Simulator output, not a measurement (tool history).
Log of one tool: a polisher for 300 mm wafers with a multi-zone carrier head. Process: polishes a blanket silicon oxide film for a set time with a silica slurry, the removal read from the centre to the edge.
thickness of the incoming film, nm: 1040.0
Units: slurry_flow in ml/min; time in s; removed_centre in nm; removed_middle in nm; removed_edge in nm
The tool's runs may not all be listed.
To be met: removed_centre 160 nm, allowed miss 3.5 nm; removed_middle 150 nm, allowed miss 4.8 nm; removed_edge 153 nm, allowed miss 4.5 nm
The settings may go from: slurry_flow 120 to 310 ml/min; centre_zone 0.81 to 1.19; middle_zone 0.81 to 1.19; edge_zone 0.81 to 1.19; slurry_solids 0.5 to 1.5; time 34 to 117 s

Run 1, hour 0: slurry_flow 200 ml/min, centre_zone 1, middle_zone 1, edge_zone 1, slurry_solids 1, time 75 s. Result: removed_centre 180.97 nm, removed_middle 183.12 nm, removed_edge 179.57 nm.
Run 2, hour 1.3: slurry_flow 200 ml/min, centre_zone 1, middle_zone 1, edge_zone 1, slurry_solids 0.9, time 75 s. Result: removed_centre 172.64 nm, removed_middle 172.97 nm, removed_edge 170.48 nm.
Run 3, hour 6.3: slurry_flow 200 ml/min, centre_zone 1, middle_zone 1, edge_zone 1, slurry_solids 0.9, time 65 s. Result: removed_centre 151.18 nm, removed_middle 151.14 nm, removed_edge 146.79 nm.
Run 4, hour 11.9: slurry_flow 200 ml/min, centre_zone 1, middle_zone 1, edge_zone 1, slurry_solids 0.9, time 55 s. Result: removed_centre 125.24 nm, removed_middle 126.51 nm, removed_edge 126.51 nm.
Run 5, hour 12.5: slurry_flow 210 ml/min, centre_zone 1.02, middle_zone 1.01, edge_zone 1.02, slurry_solids 0.9, time 55 s. Result: removed_centre 130.99 nm, removed_middle 130.18 nm, removed_edge 127.57 nm.
Run 6, hour 18: slurry_flow 210 ml/min, centre_zone 1.02, middle_zone 1.01, edge_zone 1.02, slurry_solids 0.9, time 41 s. Result: removed_centre 96.768 nm, removed_middle 97.946 nm, removed_edge 96.17 nm.
Run 7, hour 20.8: slurry_flow 210 ml/min, centre_zone 1.03, middle_zone 1.01, edge_zone 1.03, slurry_solids 1, time 43 s. Result: removed_centre 107.92 nm, removed_middle 106.11 nm, removed_edge 105.95 nm.
Run 8, hour 23.9: slurry_flow 210 ml/min, centre_zone 1.04, middle_zone 1.02, edge_zone 1.04, slurry_solids 1.05, time 44 s. Result: removed_centre 114.78 nm, removed_middle 113.73 nm, removed_edge 110.55 nm.
Run 9, hour 27.2: slurry_flow 210 ml/min, centre_zone 1.04, middle_zone 1.02, edge_zone 1.05, slurry_solids 1.1, time 45 s. Result: removed_centre 116.6 nm, removed_middle 117.62 nm, removed_edge 116.36 nm.
Run 10, hour 35.6: slurry_flow 215 ml/min, centre_zone 1.06, middle_zone 1.02, edge_zone 1.06, slurry_solids 1.15, time 45 s. Result: removed_centre 122.85 nm, removed_middle 120.6 nm, removed_edge 118.23 nm.
Run 11, hour 37.1: slurry_flow 210 ml/min, centre_zone 1.08, middle_zone 1, edge_zone 1.16, slurry_solids 1.4, time 52 s. Result: removed_centre 155.97 nm, removed_middle 148.47 nm, removed_edge 153.25 nm.

Which of these 4 next moves meets every target?
Run A, hour 38.6: slurry_flow 185 ml/min, centre_zone 1.14, middle_zone 1.03, edge_zone 1.14, slurry_solids 1.45, time 52 s. Result: removed_centre ?, removed_middle ?, removed_edge ?.
Run B, hour 38.6: slurry_flow 225 ml/min, centre_zone 1.14, middle_zone 1.04, edge_zone 1.12, slurry_solids 1.45, time 52 s. Result: removed_centre ?, removed_middle ?, removed_edge ?.
Run C, hour 38.6: slurry_flow 250 ml/min, centre_zone 1.03, middle_zone 1.06, edge_zone 1.14, slurry_solids 1.3, time 52 s. Result: removed_centre ?, removed_middle ?, removed_edge ?.
Run D, hour 38.6: slurry_flow 195 ml/min, centre_zone 1.09, middle_zone 1.02, edge_zone 1.13, slurry_solids 1.4, time 51 s. Result: removed_centre ?, removed_middle ?, removed_edge ?.

move  removed_centre  removed_middle  removed_edge
   A           163.4          147.23         154.2
   B          167.73          151.96        155.49
   C          150.12          149.91        151.73
   D          153.63          142.32        149.36
A: meets every target
B: takes the result that was furthest off past its target
C: further off than the last run
D: further off than the last run
Answer: A
